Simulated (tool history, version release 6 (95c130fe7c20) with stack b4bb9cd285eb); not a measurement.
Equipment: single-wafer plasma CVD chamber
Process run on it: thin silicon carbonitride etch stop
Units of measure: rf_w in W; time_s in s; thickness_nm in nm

run,hour,rf_w,time_s,thickness_nm
1,0,165,18.9,10.987
2,1.1,155,18.9,10.741
3,2,165,18.9,11.013
4,5,145,18.9,10.483
5,7.8,125,18.9,9.9308
6,8.9,145,18.9,10.472

Forecast run 7:
7,14.9,140,18.9,?

thickness_nm: 10.342 nm
